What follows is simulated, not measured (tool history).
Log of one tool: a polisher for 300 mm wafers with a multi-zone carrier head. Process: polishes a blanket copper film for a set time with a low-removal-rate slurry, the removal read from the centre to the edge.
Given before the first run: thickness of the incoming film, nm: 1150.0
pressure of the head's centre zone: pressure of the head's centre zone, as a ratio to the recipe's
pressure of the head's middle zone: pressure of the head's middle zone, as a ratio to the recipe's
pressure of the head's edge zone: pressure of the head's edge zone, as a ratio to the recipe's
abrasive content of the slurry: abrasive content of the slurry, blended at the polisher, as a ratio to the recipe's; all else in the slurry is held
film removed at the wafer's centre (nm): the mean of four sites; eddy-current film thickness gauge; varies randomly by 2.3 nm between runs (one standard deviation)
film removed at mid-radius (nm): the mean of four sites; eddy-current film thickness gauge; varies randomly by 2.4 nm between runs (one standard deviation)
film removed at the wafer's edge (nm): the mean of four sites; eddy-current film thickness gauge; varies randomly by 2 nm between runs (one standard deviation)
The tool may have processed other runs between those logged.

| run | hour | flow of slurry (ml/min) | pressure of the head's centre zone | pressure of the head's middle zone | pressure of the head's edge zone | abrasive content of the slurry | polishing time (s) | film removed at the wafer's centre (nm) | film removed at mid-radius (nm) | film removed at the wafer's edge (nm) |
|---|---|---|---|---|---|---|---|---|---|---|
| 1 | 0.0 | 220 | 1.00 | 1.00 | 1.00 | 1.00 | 63 | 163.08 | 161.23 | 157.10 |
| 2 | 4.2 | 225 | 1.02 | 1.01 | 1.01 | 1.05 | 63 | 166.74 | 166.84 | 157.90 |
| 3 | 12.5 | 225 | 1.02 | 1.01 | 1.01 | 1.05 | 71 | 188.18 | 185.17 | 178.73 |
| 4 | 19.1 | 225 | 1.02 | 1.01 | 1.01 | 1.05 | 78 | 206.07 | 204.16 | 199.58 |
| 5 | 22.3 | 225 | 0.96 | 1.01 | 1.01 | 1.05 | 78 | 199.02 | 205.70 | 196.72 |
| 6 | 25.1 | 225 | 0.88 | 1.01 | 1.01 | 1.05 | 78 | 185.42 | 202.49 | 195.08 |
| 7 | 30.6 | 230 | 0.90 | 1.01 | 1.00 | 1.05 | 78 | 187.02 | 204.72 | 197.29 |
| 8 | 34.7 | 230 | 0.90 | 1.01 | 1.00 | 1.05 | 78 | 189.55 | 205.25 | 197.94 |

For run 9, what comes out?
| 9 | 43.1 | 235 | 0.93 | 1.01 | 0.99 | 1.05 | 78 | ? | ? | ? |

{"run 9": {"film removed at the wafer's centre (nm)": 195.82, "film removed at mid-radius (nm)": 205.75, "film removed at the wafer's edge (nm)": 196.39}}
